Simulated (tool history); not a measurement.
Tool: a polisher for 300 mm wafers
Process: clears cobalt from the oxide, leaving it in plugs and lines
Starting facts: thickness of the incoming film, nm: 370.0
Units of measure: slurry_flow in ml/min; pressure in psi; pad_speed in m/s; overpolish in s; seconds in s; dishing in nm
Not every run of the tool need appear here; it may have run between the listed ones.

| run | hour | slurry_flow | pressure | pad_speed | overpolish | seconds | dishing |
|---|---|---|---|---|---|---|---|
| 1 | 0.0 | 305 | 1.7 | 1.06 | 16 | 83.777 | 44.624 |
| 2 | 3.6 | 305 | 1.5 | 1.04 | 15 | 89.972 | 38.539 |
| 3 | 12.5 | 305 | 1.5 | 1.04 | 18 | 89.822 | 44.218 |
| 4 | 17.5 | 235 | 1.5 | 1.04 | 18 | 91.606 | 43.680 |
| 5 | 25.3 | 185 | 1.5 | 1.04 | 18 | 94.870 | 42.823 |
| 6 | 27.9 | 185 | 1.3 | 1.00 | 17 | 109.980 | 37.379 |

Run 7 has not been measured yet. What should we expect?
| 7 | 31.0 | 185 | 1.2 | 1.00 | 17 | ? | ? |

{"run 7": {"seconds": 116.59, "dishing": 35.975}}

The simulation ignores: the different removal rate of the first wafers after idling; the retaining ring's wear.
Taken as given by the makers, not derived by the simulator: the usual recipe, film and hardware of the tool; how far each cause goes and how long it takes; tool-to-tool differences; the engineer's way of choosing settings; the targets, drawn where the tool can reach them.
